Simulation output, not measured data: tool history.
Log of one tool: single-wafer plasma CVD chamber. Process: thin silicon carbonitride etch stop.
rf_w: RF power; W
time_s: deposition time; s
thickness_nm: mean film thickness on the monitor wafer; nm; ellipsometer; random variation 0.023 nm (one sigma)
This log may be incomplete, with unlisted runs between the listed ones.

run,hour,rf_w,time_s,thickness_nm
1,0,195,16.7,10.198
2,5.4,195,14.8,9.0268
3,6.6,195,12.7,7.7706
4,15.5,205,13,8.1616
5,18.7,210,13.1,8.2627
6,21,210,15.3,9.6713
7,21.8,200,15.1,9.3695
# hour 28.5: RF generator calibrated
8,28.5,190,15,9.3839
9,34.4,190,14.6,9.1492

Expected results for the next run?
10,40.6,190,14.3,?

{"run 10": {"thickness_nm": 8.9023}}
